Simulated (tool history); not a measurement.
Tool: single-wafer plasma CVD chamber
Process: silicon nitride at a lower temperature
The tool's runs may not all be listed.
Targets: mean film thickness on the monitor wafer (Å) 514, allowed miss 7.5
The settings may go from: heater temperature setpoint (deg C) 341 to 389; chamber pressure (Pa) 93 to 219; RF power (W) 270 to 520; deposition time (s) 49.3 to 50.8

run,day,heater temperature setpoint (deg C),chamber pressure (Pa),RF power (W),deposition time (s),mean film thickness on the monitor wafer (Å)
1,0,365,156,395,49.3,630.84
2,0.367,365,156,415,49.3,646.29
3,0.642,365,156,415,49.3,643.83
4,0.771,365,137,390,49.3,601.71
5,1.125,365,137,390,50.8,622.77
6,1.492,355,137,390,50.8,623.39
7,1.558,355,125,365,50.7,579.26
8,1.738,355,95,325,50.6,489.46
9,2.092,355,100,325,50.6,498.2
10,2.138,355,100,325,50.6,499.06
11,2.179,355,103,325,50.6,502.47
12,2.446,355,105,325,50.6,504.8

Which of these 4 next moves meets every target?
A,2.712,355,99,335,49.5,?
B,2.712,350,112,320,50.8,?
C,2.712,351,103,315,50.8,?
D,2.712,354,115,315,49.5,?

move,mean film thickness on the monitor wafer (Å)
A,496.03
B,510.54
C,491.98
D,494
A: further off than the last run
B: meets every target
C: further off than the last run
D: further off than the last run
The right move is B.
